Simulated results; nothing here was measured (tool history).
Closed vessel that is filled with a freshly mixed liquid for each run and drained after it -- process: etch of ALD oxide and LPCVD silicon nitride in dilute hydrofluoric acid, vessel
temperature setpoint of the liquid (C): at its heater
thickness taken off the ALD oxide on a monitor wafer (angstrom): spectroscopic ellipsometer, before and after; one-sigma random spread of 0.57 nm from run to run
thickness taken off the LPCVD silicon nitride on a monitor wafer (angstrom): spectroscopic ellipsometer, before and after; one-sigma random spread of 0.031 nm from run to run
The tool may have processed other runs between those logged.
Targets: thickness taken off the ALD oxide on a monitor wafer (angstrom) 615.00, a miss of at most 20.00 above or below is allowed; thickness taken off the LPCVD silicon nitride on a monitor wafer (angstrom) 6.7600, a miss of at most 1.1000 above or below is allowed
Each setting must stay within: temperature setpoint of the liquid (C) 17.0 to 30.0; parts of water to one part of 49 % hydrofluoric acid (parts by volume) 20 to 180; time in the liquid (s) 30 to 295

run,hour,temperature setpoint of the liquid (C),parts of water to one part of 49 % hydrofluoric acid (parts by volume),time in the liquid (s),thickness taken off the ALD oxide on a monitor wafer (angstrom),thickness taken off the LPCVD silicon nitride on a monitor wafer (angstrom)
1,0.0,22.0,100,150,481.36,5.6064
2,1.9,22.0,100,90,293.75,3.5889
3,4.7,22.0,100,60,198.31,2.2668
4,5.9,23.5,75,60,291.89,3.0517
5,7.5,23.5,75,30,141.30,1.6229
6,11.8,23.5,75,30,142.40,1.6556
7,15.4,25.5,60,50,326.63,3.5847
8,20.7,27.0,55,50,385.45,4.7197
9,27.5,27.5,45,50,484.31,5.9276
10,35.0,28.0,40,50,556.77,6.8801
11,38.6,28.0,35,50,656.15,7.5917

Below are 5 possible settings for the next run. Only one of them brings all results inside the allowed miss of their targets. Which is it?
A,42.2,23.5,45,75,?,?
B,42.2,27.5,40,60,?,?
C,42.2,23.0,25,45,?,?
D,42.2,30.0,55,80,?,?
E,42.2,23.0,20,40,?,?

move,thickness taken off the ALD oxide on a monitor wafer (angstrom),thickness taken off the LPCVD silicon nitride on a monitor wafer (angstrom)
A,621.85,6.9537
B,663.81,8.1588
C,675.22,7.1248
D,695.13,9.3556
E,755.21,7.8378
A: all results in spec
B: moves away from the targets compared with the last run
C: moves away from the targets compared with the last run
D: moves away from the targets compared with the last run
E: moves away from the targets compared with the last run
So the answer is move A, the one that meets all the targets.

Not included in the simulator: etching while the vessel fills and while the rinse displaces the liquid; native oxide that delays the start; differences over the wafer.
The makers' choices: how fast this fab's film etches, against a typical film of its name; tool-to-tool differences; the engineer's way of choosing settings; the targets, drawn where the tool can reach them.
